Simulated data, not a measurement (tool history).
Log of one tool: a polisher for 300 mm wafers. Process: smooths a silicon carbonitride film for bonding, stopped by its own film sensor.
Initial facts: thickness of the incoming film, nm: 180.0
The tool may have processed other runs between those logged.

run  hour  flow of slurry (ml/min)  pressure of the wafer on the pad (psi)  speed of the pad under the wafer (cm/s)  abrasive content of the slurry  target thickness at which the film sensor stops the polish (angstrom)  time until the film sensor stopped the polish (s)
  1   0.0                      265                                     1.8                                       86                             1.0                                                                   1680                                             52.875
  2   3.0                      265                                     1.9                                       88                             1.0                                                                   1680                                             50.974
  3   6.7                      265                                     1.9                                       76                             1.0                                                                   1680                                             56.476
  4  15.4                      265                                     1.9                                       76                             1.1                                                                   1680                                             53.664
  5  19.9                      220                                     1.9                                       76                             1.1                                                                   1680                                             57.073
  6  21.5                      220                                     2.1                                       76                             1.1                                                                   1680                                             48.682

For run 7, what comes out?
  7  29.1                      220                                     2.2                                       76                             1.1                                                                   1680                                                  ?

{"run 7": {"time until the film sensor stopped the polish (s)": 48.69}}

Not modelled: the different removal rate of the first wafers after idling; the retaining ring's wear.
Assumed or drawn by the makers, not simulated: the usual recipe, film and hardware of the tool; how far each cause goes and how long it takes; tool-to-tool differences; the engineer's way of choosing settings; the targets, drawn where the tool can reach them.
